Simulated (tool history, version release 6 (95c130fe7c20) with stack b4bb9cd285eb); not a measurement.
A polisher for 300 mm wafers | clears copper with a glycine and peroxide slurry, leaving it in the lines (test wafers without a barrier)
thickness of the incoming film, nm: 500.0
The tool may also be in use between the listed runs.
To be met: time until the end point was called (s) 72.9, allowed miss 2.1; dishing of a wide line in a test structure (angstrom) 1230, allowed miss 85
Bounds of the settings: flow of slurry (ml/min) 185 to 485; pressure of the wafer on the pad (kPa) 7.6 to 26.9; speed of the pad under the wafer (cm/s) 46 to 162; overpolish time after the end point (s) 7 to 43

run	hour	flow of slurry (ml/min)	pressure of the wafer on the pad (kPa)	speed of the pad under the wafer (cm/s)	overpolish time after the end point (s)	time until the end point was called (s)	dishing of a wide line in a test structure (angstrom)
1	0	310	17.2	104	22	83.949	822.62
2	4.5	310	19.3	104	22	76.958	831.65
3	5.5	310	15.2	104	22	92.761	762.88
4	7.4	360	15.2	104	22	91.98	767.76
5	13.8	425	15.2	104	22	90.421	742.17
6	22.6	425	11	104	22	116.28	628.92
7	26.5	425	12.4	104	23	105.4	706.19
8	27.2	425	13.1	104	24	101.84	750.07
9	31	425	13.8	104	25	97.847	789.54
10	33.4	425	14.5	104	26	94.526	814.5

5 next moves are on the table. One of them brings every result within its allowed miss. Which?
A	35.8	485	14.5	140	28	?	?
B	35.8	390	10.3	92	28	?	?
C	35.8	335	20.7	118	23	?	?
D	35.8	345	15.9	134	38	?	?
E	35.8	450	15.2	134	28	?	?

move	time until the end point was called (s)	dishing of a wide line in a test structure (angstrom)
A	74.001	1010.7
B	133.51	695.02
C	64.927	1002.4
D	72.643	1203.4
E	74.177	1015.4
A: brings the result that was furthest off to its target, and leaves another outside
B: further off than the last run
C: takes the result that was furthest off past its target
D: meets every target
E: brings the result that was furthest off to its target, and leaves another outside
Answer: D
